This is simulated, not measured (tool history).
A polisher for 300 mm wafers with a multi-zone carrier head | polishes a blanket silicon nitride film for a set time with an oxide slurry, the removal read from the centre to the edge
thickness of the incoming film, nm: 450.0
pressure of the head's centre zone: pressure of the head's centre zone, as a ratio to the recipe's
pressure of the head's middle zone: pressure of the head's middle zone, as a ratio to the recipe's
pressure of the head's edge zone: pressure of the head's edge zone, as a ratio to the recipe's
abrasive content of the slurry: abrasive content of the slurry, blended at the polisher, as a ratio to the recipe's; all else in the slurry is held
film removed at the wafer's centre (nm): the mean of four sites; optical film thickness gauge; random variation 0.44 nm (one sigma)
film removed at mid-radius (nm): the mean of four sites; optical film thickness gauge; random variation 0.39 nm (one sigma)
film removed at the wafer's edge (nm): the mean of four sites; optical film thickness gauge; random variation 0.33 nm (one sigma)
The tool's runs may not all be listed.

run  hour  flow of slurry (ml/min)  pressure of the head's centre zone  pressure of the head's middle zone  pressure of the head's edge zone  abrasive content of the slurry  polishing time (s)  film removed at the wafer's centre (nm)  film removed at mid-radius (nm)  film removed at the wafer's edge (nm)
  1   0.0                      265                                1.00                                1.00                              1.00                            1.00                  80                                   44.633                           44.494                                 43.165
  2   3.7                      215                                1.00                                1.00                              1.00                            1.00                  80                                   44.378                           45.523                                 42.511
  3   4.9                      215                                1.00                                1.00                              1.00                            1.00                  66                                   35.699                           37.299                                 34.943
  4   7.5                      220                                1.01                                0.97                              1.00                            1.00                  66                                   36.768                           36.238                                 35.266
  5   8.7                      220                                1.01                                0.97                              1.00                            1.00                  77                                   42.737                           41.200                                 40.264
  6  12.9                      220                                1.01                                0.97                              1.00                            1.00                  68                                   37.125                           36.907                                 36.127
  7  20.7                      220                                1.01                                0.95                              0.99                            1.00                  68                                   37.638                           35.921                                 35.974
  8  25.2                      220                                1.01                                0.94                              0.98                            1.00                  68                                   38.165                           36.453                                 35.995

The next listed run, before its measurement:
  9  26.0                      220                                1.01                                0.93                              0.98                            0.95                  68                                        ?                                ?                                      ?

Run 9 gave film removed at the wafer's centre (nm) 36.870, film removed at mid-radius (nm) 35.046, film removed at the wafer's edge (nm) 35.137.
